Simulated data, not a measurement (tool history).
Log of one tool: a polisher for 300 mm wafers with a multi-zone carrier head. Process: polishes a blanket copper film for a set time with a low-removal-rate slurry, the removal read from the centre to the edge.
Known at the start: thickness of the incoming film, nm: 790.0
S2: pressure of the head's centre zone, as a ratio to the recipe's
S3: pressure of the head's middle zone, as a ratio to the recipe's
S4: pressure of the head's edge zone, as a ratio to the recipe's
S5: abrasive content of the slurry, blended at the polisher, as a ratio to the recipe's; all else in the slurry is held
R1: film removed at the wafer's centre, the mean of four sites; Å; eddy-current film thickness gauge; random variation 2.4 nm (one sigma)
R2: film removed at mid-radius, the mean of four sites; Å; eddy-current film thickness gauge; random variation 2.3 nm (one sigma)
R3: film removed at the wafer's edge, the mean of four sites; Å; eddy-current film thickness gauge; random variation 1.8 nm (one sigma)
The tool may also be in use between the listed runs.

Run 1, day 0.000: flow of slurry (ml/min) 180, S2 1.00, S3 1.00, S4 1.00, S5 1.00, polishing time (s) 65. Result: R1 1698.0 Å, R2 1706.2 Å, R3 1722.0 Å.
Run 2, day 0.354: flow of slurry (ml/min) 180, S2 1.00, S3 1.00, S4 1.00, S5 1.05, polishing time (s) 65. Result: R1 1709.5 Å, R2 1721.0 Å, R3 1739.3 Å.
Run 3, day 0.604: flow of slurry (ml/min) 195, S2 1.00, S3 1.06, S4 1.03, S5 1.15, polishing time (s) 66. Result: R1 1787.1 Å, R2 1875.9 Å, R3 1805.1 Å.
Run 4, day 0.829: flow of slurry (ml/min) 160, S2 1.00, S3 1.06, S4 1.03, S5 1.15, polishing time (s) 66. Result: R1 1728.6 Å, R2 1842.7 Å, R3 1784.1 Å.
Run 5, day 1.021: flow of slurry (ml/min) 170, S2 0.99, S3 1.10, S4 1.06, S5 1.25, polishing time (s) 68. Result: R1 1782.4 Å, R2 1976.2 Å, R3 1883.1 Å.
Run 6, day 1.362: flow of slurry (ml/min) 170, S2 0.99, S3 1.10, S4 0.98, S5 1.25, polishing time (s) 68. Result: R1 1792.6 Å, R2 2001.8 Å, R3 1808.2 Å.

Run 7 comes next. What will it give?
Run 7, day 1.504: flow of slurry (ml/min) 180, S2 0.98, S3 1.12, S4 1.02, S5 1.35, polishing time (s) 69. Result: R1 ?, R2 ?, R3 ?.

R1: 1848.5 Å
R2: 2077.1 Å
R3: 1946.2 Å
